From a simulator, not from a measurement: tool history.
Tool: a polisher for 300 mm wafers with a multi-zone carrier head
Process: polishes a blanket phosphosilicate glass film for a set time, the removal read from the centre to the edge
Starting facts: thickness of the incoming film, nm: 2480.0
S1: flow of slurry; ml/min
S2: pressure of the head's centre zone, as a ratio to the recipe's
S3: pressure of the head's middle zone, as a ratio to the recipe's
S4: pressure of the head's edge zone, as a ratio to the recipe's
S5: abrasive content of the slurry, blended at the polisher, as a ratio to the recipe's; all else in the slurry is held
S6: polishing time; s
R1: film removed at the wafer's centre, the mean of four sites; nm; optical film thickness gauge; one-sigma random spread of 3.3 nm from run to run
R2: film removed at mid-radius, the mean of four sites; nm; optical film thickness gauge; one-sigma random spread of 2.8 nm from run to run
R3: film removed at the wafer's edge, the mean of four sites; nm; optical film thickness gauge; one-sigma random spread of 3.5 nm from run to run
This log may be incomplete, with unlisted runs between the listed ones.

run  hour   S1    S2  S3    S4    S5  S6      R1      R2      R3
  1     0  265     1   1     1     1  60  730.86  722.03  731.88
  2   0.9  265     1   1     1   1.2  60   778.4  770.51  768.52
  3   1.4  270  1.02   1  0.95     1  52  643.12  625.24  615.91
  4   7.1  320  1.02   1  0.95     1  52  667.67  645.15  633.36
  5   9.6  320  1.02   1  0.95     1  65  824.53  794.59  785.14
  6  15.6  305  1.03   1  0.91  0.85  56  675.54  657.66  624.91

Run 7 has not been measured yet. What should we expect?
  7  16.1  290  1.04  0.98  0.88  0.75  50   ?   ?   ?

R1: 583.44 nm
R2: 553.33 nm
R3: 529.84 nm

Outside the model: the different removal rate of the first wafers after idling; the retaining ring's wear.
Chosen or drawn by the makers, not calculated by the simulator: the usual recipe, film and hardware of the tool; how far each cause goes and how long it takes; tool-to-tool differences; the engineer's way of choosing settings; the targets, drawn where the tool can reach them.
